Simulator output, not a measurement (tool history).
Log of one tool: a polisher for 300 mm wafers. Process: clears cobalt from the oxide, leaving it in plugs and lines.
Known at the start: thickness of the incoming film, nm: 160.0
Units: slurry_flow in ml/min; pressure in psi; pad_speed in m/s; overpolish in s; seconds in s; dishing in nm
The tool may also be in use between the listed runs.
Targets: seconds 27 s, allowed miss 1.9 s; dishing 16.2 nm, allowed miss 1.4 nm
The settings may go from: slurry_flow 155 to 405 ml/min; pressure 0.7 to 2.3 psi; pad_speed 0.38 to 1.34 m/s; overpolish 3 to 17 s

| run | day | slurry_flow | pressure | pad_speed | overpolish | seconds | dishing |
|---|---|---|---|---|---|---|---|
| 1 | 0 | 260 | 1.5 | 0.86 | 9 | 47.166 | 25.757 |
| 2 | 0.121 | 295 | 1.5 | 0.86 | 9 | 46.213 | 26.356 |
| 3 | 0.192 | 235 | 1.5 | 0.86 | 9 | 45.612 | 25.273 |
| 4 | 0.483 | 235 | 1.7 | 0.86 | 9 | 41.983 | 29.842 |
| 5 | 0.638 | 235 | 1.6 | 0.86 | 9 | 43.45 | 26.817 |
| 6 | 0.983 | 220 | 1.5 | 0.94 | 8 | 42.946 | 24.919 |
| 7 | 1.146 | 210 | 1.5 | 1 | 7 | 43.373 | 23.121 |
| 8 | 1.221 | 280 | 1.9 | 0.76 | 3 | 39.882 | 11.011 |
| 9 | 1.342 | 280 | 2 | 0.78 | 3 | 38.713 | 11.887 |
| 10 | 1.479 | 295 | 2.1 | 0.82 | 3 | 34.219 | 12.306 |
| 11 | 1.829 | 295 | 2.3 | 0.96 | 5 | 26.554 | 25.348 |
| 12 | 1.967 | 365 | 2.2 | 0.9 | 3 | 29.267 | 14.96 |

Which of these 5 next moves meets every target?
| A | 2.104 | 405 | 2.3 | 0.92 | 4 | ? | ? |
| B | 2.104 | 330 | 2.2 | 1.24 | 3 | ? | ? |
| C | 2.104 | 405 | 2.3 | 0.92 | 3 | ? | ? |
| D | 2.104 | 365 | 1.7 | 1.3 | 4 | ? | ? |
| E | 2.104 | 385 | 2.1 | 0.8 | 4 | ? | ? |

| move | seconds | dishing |
|---|---|---|
| A | 27.351 | 21.261 |
| B | 22.54 | 19.566 |
| C | 27.351 | 16.466 |
| D | 27.525 | 21.143 |
| E | 33.742 | 17.664 |
A: brings the result that was furthest off to its target, and leaves another outside
B: takes the result that was furthest off past its target
C: meets every target
D: brings the result that was furthest off to its target, and leaves another outside
E: further off than the last run
The right move is C.
